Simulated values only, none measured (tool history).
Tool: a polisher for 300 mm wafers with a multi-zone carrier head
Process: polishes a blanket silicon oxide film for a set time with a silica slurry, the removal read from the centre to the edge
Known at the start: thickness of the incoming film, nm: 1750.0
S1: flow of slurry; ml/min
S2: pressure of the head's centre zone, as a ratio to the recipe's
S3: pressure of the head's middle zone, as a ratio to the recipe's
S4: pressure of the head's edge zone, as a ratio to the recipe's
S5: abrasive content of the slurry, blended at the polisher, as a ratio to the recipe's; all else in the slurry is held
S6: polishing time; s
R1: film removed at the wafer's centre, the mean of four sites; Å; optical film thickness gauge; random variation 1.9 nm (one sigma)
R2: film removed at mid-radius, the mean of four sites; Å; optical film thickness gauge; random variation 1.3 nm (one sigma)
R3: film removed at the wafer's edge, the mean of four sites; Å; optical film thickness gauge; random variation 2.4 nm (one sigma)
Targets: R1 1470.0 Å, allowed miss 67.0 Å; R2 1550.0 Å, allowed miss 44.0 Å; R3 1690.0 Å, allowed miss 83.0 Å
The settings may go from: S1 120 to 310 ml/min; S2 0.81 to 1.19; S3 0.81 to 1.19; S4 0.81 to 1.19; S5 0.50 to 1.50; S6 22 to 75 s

Run 1, hour 0.0: S1 200 ml/min, S2 1.00, S3 1.00, S4 1.00, S5 1.00, S6 48 s. Result: R1 2247.0 Å, R2 2316.3 Å, R3 2361.6 Å.
Run 2, hour 7.0: S1 200 ml/min, S2 1.00, S3 0.93, S4 1.00, S5 1.00, S6 48 s. Result: R1 2276.0 Å, R2 2134.7 Å, R3 2331.0 Å.
Run 3, hour 10.5: S1 200 ml/min, S2 1.00, S3 0.93, S4 1.03, S5 1.00, S6 48 s. Result: R1 2318.9 Å, R2 2127.7 Å, R3 2400.4 Å.
Run 4, hour 11.4: S1 195 ml/min, S2 0.97, S3 0.91, S4 1.00, S5 0.90, S6 48 s. Result: R1 2130.0 Å, R2 2009.3 Å, R3 2183.1 Å.
Run 5, hour 18.9: S1 185 ml/min, S2 0.94, S3 0.90, S4 1.01, S5 0.85, S6 48 s. Result: R1 1965.8 Å, R2 1909.2 Å, R3 2176.1 Å.
Run 6, hour 26.0: S1 150 ml/min, S2 0.94, S3 0.90, S4 1.01, S5 0.85, S6 48 s. Result: R1 1943.0 Å, R2 1881.6 Å, R3 2084.5 Å.
Run 7, hour 32.6: S1 150 ml/min, S2 0.92, S3 0.89, S4 1.00, S5 0.80, S6 48 s. Result: R1 1821.0 Å, R2 1826.2 Å, R3 2065.8 Å.
Run 8, hour 36.3: S1 150 ml/min, S2 0.91, S3 0.88, S4 0.98, S5 0.75, S6 48 s. Result: R1 1770.3 Å, R2 1733.8 Å, R3 1969.7 Å.
Run 9, hour 39.4: S1 145 ml/min, S2 0.90, S3 0.88, S4 0.96, S5 0.75, S6 48 s. Result: R1 1718.2 Å, R2 1744.2 Å, R3 1909.8 Å.
Run 10, hour 44.1: S1 135 ml/min, S2 0.84, S3 0.82, S4 0.91, S5 0.55, S6 48 s. Result: R1 1371.7 Å, R2 1371.6 Å, R3 1624.1 Å.
Run 11, hour 50.9: S1 140 ml/min, S2 0.84, S3 0.84, S4 0.91, S5 0.55, S6 48 s. Result: R1 1403.9 Å, R2 1422.3 Å, R3 1625.8 Å.
Run 12, hour 59.7: S1 145 ml/min, S2 0.84, S3 0.85, S4 0.92, S5 0.55, S6 48 s. Result: R1 1401.8 Å, R2 1442.2 Å, R3 1606.0 Å.
Run 13, hour 67.6: S1 145 ml/min, S2 0.84, S3 0.86, S4 0.93, S5 0.55, S6 48 s. Result: R1 1394.4 Å, R2 1448.1 Å, R3 1652.6 Å.

Which of these 5 next moves meets every target?
Run A, hour 75.5: S1 200 ml/min, S2 0.98, S3 0.91, S4 0.92, S5 0.50, S6 45 s. Result: R1 ?, R2 ?, R3 ?.
Run B, hour 75.5: S1 120 ml/min, S2 0.84, S3 0.85, S4 0.84, S5 0.55, S6 53 s. Result: R1 ?, R2 ?, R3 ?.
Run C, hour 75.5: S1 155 ml/min, S2 0.93, S3 0.81, S4 0.92, S5 0.50, S6 51 s. Result: R1 ?, R2 ?, R3 ?.
Run D, hour 75.5: S1 135 ml/min, S2 0.90, S3 0.87, S4 0.89, S5 0.65, S6 43 s. Result: R1 ?, R2 ?, R3 ?.
Run E, hour 75.5: S1 210 ml/min, S2 0.86, S3 0.83, S4 0.94, S5 0.65, S6 42 s. Result: R1 ?, R2 ?, R3 ?.

move      R1      R2      R3
   A  1524.5  1410.7  1472.9
   B  1487.0  1530.4  1656.7
   C  1577.0  1403.5  1629.6
   D  1435.5  1402.7  1520.4
   E  1437.0  1402.7  1594.2
A: further off than the last run
B: meets every target
C: further off than the last run
D: further off than the last run
E: further off than the last run
The right move is B.
